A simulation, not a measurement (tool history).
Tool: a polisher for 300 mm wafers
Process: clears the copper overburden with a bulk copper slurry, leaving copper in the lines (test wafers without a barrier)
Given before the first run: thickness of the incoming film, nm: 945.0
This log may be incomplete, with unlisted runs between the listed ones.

run	hour	flow of slurry (ml/min)	pressure of the wafer on the pad (psi)	speed of the pad under the wafer (cm/s)	abrasive content of the slurry	overpolish time after the end point (s)	time until the end point was called (s)	dishing of a wide line in a test structure (nm)
1	0	195	2.7	92	1	18	136.08	49.002
2	7.4	160	2.7	92	1	18	140.02	48.313
3	13	160	2.4	92	1	18	154.63	46.883
4	14.1	160	2.4	92	0.8	18	162.54	46.453
5	15.4	160	2.4	110	0.8	18	134.06	48.45
6	17.6	160	2.4	128	0.8	18	118.12	52.329
7	21.1	160	2.1	124	0.8	18	137.72	48.242
8	23.8	160	1.9	122	0.8	18	150.9	46.029
9	32.6	160	1.7	120	0.8	18	167.17	42.495
10	36.6	160	1.6	118	0.8	19	181.62	42.566

Estimate the outcome of run 11 from the log above:
11	38.1	160	1.5	118	0.8	19	?	?

time until the end point was called (s): 186.34
dishing of a wide line in a test structure (nm): 42.172
